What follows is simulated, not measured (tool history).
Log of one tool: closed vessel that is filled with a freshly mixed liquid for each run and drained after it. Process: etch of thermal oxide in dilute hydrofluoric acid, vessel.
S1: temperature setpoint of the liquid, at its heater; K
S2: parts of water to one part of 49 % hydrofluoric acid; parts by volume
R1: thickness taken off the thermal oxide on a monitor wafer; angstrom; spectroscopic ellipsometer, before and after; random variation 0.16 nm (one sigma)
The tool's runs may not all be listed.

Run 1, hour 0.0: S1 295.15 K, S2 50 parts by volume, time in the liquid (s) 320. Result: R1 274.93 angstrom.
Run 2, hour 4.3: S1 293.65 K, S2 50 parts by volume, time in the liquid (s) 320. Result: R1 258.65 angstrom.
Run 3, hour 12.8: S1 293.65 K, S2 60 parts by volume, time in the liquid (s) 320. Result: R1 209.36 angstrom.
Run 4, hour 20.4: S1 293.65 K, S2 55 parts by volume, time in the liquid (s) 320. Result: R1 231.79 angstrom.
Run 5, hour 27.7: S1 293.15 K, S2 55 parts by volume, time in the liquid (s) 320. Result: R1 226.75 angstrom.
Run 6, hour 34.0: S1 293.15 K, S2 55 parts by volume, time in the liquid (s) 340. Result: R1 240.64 angstrom.
Run 7, hour 40.1: S1 292.65 K, S2 55 parts by volume, time in the liquid (s) 340. Result: R1 234.30 angstrom.

Forecast run 8:
Run 8, hour 44.2: S1 292.15 K, S2 55 parts by volume, time in the liquid (s) 340. Result: R1 ?.

R1: 230.68 angstrom
